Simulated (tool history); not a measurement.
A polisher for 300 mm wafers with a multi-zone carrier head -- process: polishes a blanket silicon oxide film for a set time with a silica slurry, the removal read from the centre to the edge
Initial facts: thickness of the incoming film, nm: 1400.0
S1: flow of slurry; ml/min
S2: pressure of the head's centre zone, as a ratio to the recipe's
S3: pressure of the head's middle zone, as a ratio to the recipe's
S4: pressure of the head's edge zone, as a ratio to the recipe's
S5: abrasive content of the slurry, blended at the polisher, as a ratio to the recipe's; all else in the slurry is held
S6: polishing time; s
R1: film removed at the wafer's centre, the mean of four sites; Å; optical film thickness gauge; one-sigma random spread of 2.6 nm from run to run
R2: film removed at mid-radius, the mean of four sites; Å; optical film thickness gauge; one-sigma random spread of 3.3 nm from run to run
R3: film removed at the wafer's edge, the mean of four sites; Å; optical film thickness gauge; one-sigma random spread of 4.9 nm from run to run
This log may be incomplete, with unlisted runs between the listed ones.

| run | hour | S1 | S2 | S3 | S4 | S5 | S6 | R1 | R2 | R3 |
|---|---|---|---|---|---|---|---|---|---|---|
| 1 | 0 | 210 | 1 | 1 | 1 | 1 | 78 | 2902.6 | 2850.9 | 2863.8 |
| 2 | 3.5 | 215 | 1.01 | 1 | 1.02 | 1 | 78 | 2976.1 | 2872.6 | 2919.8 |
| 3 | 11.4 | 220 | 1.01 | 1.01 | 1.04 | 1 | 78 | 2963.5 | 2817.7 | 3025.9 |
| 4 | 12.7 | 220 | 1.01 | 1.01 | 1.04 | 1 | 85 | 3226.8 | 3081.9 | 3206 |
| 5 | 13.8 | 220 | 1.01 | 1.01 | 1.04 | 0.8 | 85 | 2858.6 | 2747.4 | 2895.6 |
| 6 | 20.8 | 225 | 1.02 | 1.03 | 1.05 | 0.8 | 85 | 2888.1 | 2806.8 | 2912.5 |
| 7 | 28.3 | 230 | 1.03 | 1.04 | 1.07 | 0.8 | 85 | 2959.4 | 2865 | 2957.2 |
| 8 | 33.4 | 235 | 1.03 | 1.05 | 1.08 | 0.8 | 85 | 2959.1 | 2876.3 | 2950 |
| 9 | 41.1 | 235 | 1.03 | 1.05 | 1.08 | 0.8 | 85 | 2964.9 | 2880.3 | 2981.2 |
| 10 | 42.7 | 240 | 1.03 | 1.06 | 1.09 | 0.8 | 85 | 2941.3 | 2906.5 | 2997.8 |
| 11 | 43.8 | 245 | 1.04 | 1.06 | 1.1 | 0.8 | 85 | 3027.7 | 2948.1 | 2980.2 |
| 12 | 49.3 | 240 | 1.04 | 1.06 | 1.11 | 0.85 | 85 | 3063.4 | 3052.7 | 3147.2 |

Run 13 is up next; what results do you expect?
| 13 | 52.3 | 245 | 1.05 | 1.06 | 1.12 | 0.85 | 85 | ? | ? | ? |

{"run 13": {"R1": 3137.9, "R2": 3029.9, "R3": 3151}}
